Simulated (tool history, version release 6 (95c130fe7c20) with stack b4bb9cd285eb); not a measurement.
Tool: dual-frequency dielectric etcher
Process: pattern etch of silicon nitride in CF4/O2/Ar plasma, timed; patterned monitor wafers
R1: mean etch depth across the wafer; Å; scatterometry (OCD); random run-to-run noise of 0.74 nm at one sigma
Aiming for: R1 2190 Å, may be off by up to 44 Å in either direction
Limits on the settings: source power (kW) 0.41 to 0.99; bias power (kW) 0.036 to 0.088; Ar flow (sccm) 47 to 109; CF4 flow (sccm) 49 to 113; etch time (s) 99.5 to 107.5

{"run": 1, "hour": 0.0, "source power (kW)": 0.7, "bias power (kW)": 0.062, "Ar flow (sccm)": 78, "CF4 flow (sccm)": 81, "etch time (s)": 107.5, "R1": 2791.8}
{"run": 2, "hour": 6.3, "source power (kW)": 0.7, "bias power (kW)": 0.062, "Ar flow (sccm)": 78, "CF4 flow (sccm)": 67, "etch time (s)": 107.5, "R1": 2730.8}
{"run": 3, "hour": 11.6, "source power (kW)": 0.7, "bias power (kW)": 0.062, "Ar flow (sccm)": 78, "CF4 flow (sccm)": 73, "etch time (s)": 107.5, "R1": 2757.2}
{"run": 4, "hour": 16.5, "source power (kW)": 0.78, "bias power (kW)": 0.062, "Ar flow (sccm)": 78, "CF4 flow (sccm)": 73, "etch time (s)": 107.5, "R1": 3032.9}
{"run": 5, "hour": 17.3, "source power (kW)": 0.73, "bias power (kW)": 0.062, "Ar flow (sccm)": 78, "CF4 flow (sccm)": 73, "etch time (s)": 107.5, "R1": 2850.9}
{"run": 6, "hour": 19.3, "source power (kW)": 0.73, "bias power (kW)": 0.062, "Ar flow (sccm)": 78, "CF4 flow (sccm)": 65, "etch time (s)": 107.5, "R1": 2828.6}
{"run": 7, "hour": 25.2, "source power (kW)": 0.69, "bias power (kW)": 0.062, "Ar flow (sccm)": 78, "CF4 flow (sccm)": 65, "etch time (s)": 107.5, "R1": 2694}
{"run": 8, "hour": 34.1, "source power (kW)": 0.66, "bias power (kW)": 0.062, "Ar flow (sccm)": 78, "CF4 flow (sccm)": 65, "etch time (s)": 107.5, "R1": 2588.5}
{"run": 9, "hour": 37.4, "source power (kW)": 0.63, "bias power (kW)": 0.062, "Ar flow (sccm)": 78, "CF4 flow (sccm)": 65, "etch time (s)": 107.5, "R1": 2492.8}
{"run": 10, "hour": 43.6, "source power (kW)": 0.63, "bias power (kW)": 0.062, "Ar flow (sccm)": 78, "CF4 flow (sccm)": 65, "etch time (s)": 107.5, "R1": 2480.8}
{"run": 11, "hour": 50.1, "source power (kW)": 0.61, "bias power (kW)": 0.062, "Ar flow (sccm)": 78, "CF4 flow (sccm)": 65, "etch time (s)": 107.5, "R1": 2425.1}
{"run": 12, "hour": 57.1, "source power (kW)": 0.59, "bias power (kW)": 0.062, "Ar flow (sccm)": 78, "CF4 flow (sccm)": 65, "etch time (s)": 107.5, "R1": 2339.2}
{"run": 13, "hour": 59.5, "source power (kW)": 0.58, "bias power (kW)": 0.062, "Ar flow (sccm)": 78, "CF4 flow (sccm)": 65, "etch time (s)": 107.5, "R1": 2320.4}
{"run": 14, "hour": 64.2, "source power (kW)": 0.57, "bias power (kW)": 0.062, "Ar flow (sccm)": 78, "CF4 flow (sccm)": 65, "etch time (s)": 107.5, "R1": 2283.2}
{"run": 15, "hour": 71.3, "source power (kW)": 0.56, "bias power (kW)": 0.062, "Ar flow (sccm)": 78, "CF4 flow (sccm)": 65, "etch time (s)": 107.5, "R1": 2234.3}

4 next moves are on the table. One of them brings every result within its allowed miss. Which?
{"run": "A", "hour": 78.4, "source power (kW)": 0.58, "bias power (kW)": 0.063, "Ar flow (sccm)": 80, "CF4 flow (sccm)": 66, "etch time (s)": 107.5, "R1": "?"}
{"run": "B", "hour": 78.4, "source power (kW)": 0.65, "bias power (kW)": 0.053, "Ar flow (sccm)": 77, "CF4 flow (sccm)": 64, "etch time (s)": 103.5, "R1": "?"}
{"run": "C", "hour": 78.4, "source power (kW)": 0.54, "bias power (kW)": 0.075, "Ar flow (sccm)": 87, "CF4 flow (sccm)": 77, "etch time (s)": 107.5, "R1": "?"}
{"run": "D", "hour": 78.4, "source power (kW)": 0.56, "bias power (kW)": 0.064, "Ar flow (sccm)": 82, "CF4 flow (sccm)": 66, "etch time (s)": 104, "R1": "?"}

move=A R1=2324.9
move=B R1=2335.2
move=C R1=2333.3
move=D R1=2186
A: misses by more than the last run did
B: misses by more than the last run did
C: misses by more than the last run did
D: every result lands within tolerance
D is the move that brings every result within its allowed miss.

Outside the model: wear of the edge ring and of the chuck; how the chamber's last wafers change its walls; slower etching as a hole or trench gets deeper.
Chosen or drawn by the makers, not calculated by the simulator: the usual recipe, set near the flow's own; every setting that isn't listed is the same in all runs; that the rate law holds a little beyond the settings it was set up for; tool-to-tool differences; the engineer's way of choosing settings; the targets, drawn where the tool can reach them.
